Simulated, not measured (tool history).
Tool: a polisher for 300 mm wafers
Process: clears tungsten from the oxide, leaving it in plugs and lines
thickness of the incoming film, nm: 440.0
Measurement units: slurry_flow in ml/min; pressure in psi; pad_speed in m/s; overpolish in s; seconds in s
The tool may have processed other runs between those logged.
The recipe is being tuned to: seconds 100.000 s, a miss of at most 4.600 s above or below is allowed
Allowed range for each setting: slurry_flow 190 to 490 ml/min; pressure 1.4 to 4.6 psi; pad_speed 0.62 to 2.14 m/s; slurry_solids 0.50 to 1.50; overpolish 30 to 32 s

{"run": 1, "hour": 0.0, "slurry_flow": 315, "pressure": 3.0, "pad_speed": 1.38, "slurry_solids": 1.0, "overpolish": 30, "seconds": 79.506}
{"run": 2, "hour": 7.0, "slurry_flow": 315, "pressure": 3.0, "pad_speed": 1.38, "slurry_solids": 1.1, "overpolish": 30, "seconds": 78.241}
{"run": 3, "hour": 11.5, "slurry_flow": 315, "pressure": 3.0, "pad_speed": 1.64, "slurry_solids": 1.1, "overpolish": 30, "seconds": 66.425}
{"run": 4, "hour": 18.4, "slurry_flow": 315, "pressure": 2.8, "pad_speed": 1.62, "slurry_solids": 1.1, "overpolish": 30, "seconds": 72.113}
{"run": 5, "hour": 20.3, "slurry_flow": 315, "pressure": 2.8, "pad_speed": 1.62, "slurry_solids": 1.3, "overpolish": 30, "seconds": 69.613}
{"run": 6, "hour": 25.2, "slurry_flow": 315, "pressure": 2.8, "pad_speed": 1.62, "slurry_solids": 1.4, "overpolish": 30, "seconds": 66.978}
{"run": 7, "hour": 31.4, "slurry_flow": 315, "pressure": 2.6, "pad_speed": 1.62, "slurry_solids": 1.4, "overpolish": 30, "seconds": 71.17}
{"run": 8, "hour": 40.0, "slurry_flow": 315, "pressure": 1.8, "pad_speed": 1.58, "slurry_solids": 1.4, "overpolish": 30, "seconds": 106.47}

4 candidate next runs follow, results not yet known. Just one meets every target within its allowed miss. Identify it.
{"run": "A", "hour": 48.6, "slurry_flow": 330, "pressure": 1.9, "pad_speed": 1.58, "slurry_solids": 1.3, "overpolish": 32, "seconds": "?"}
{"run": "B", "hour": 48.6, "slurry_flow": 360, "pressure": 1.6, "pad_speed": 1.68, "slurry_solids": 1.25, "overpolish": 30, "seconds": "?"}
{"run": "C", "hour": 48.6, "slurry_flow": 285, "pressure": 1.6, "pad_speed": 1.62, "slurry_solids": 1.5, "overpolish": 30, "seconds": "?"}
{"run": "D", "hour": 48.6, "slurry_flow": 240, "pressure": 1.6, "pad_speed": 2.14, "slurry_solids": 1.3, "overpolish": 32, "seconds": "?"}

move=A seconds=101.460
move=B seconds=112.780
move=C seconds=114.130
move=D seconds=91.589
A: every result lands within tolerance
B: the biggest miss grows against the last run
C: the biggest miss grows against the last run
D: pushes the last run's worst result past its target
A meets every target.

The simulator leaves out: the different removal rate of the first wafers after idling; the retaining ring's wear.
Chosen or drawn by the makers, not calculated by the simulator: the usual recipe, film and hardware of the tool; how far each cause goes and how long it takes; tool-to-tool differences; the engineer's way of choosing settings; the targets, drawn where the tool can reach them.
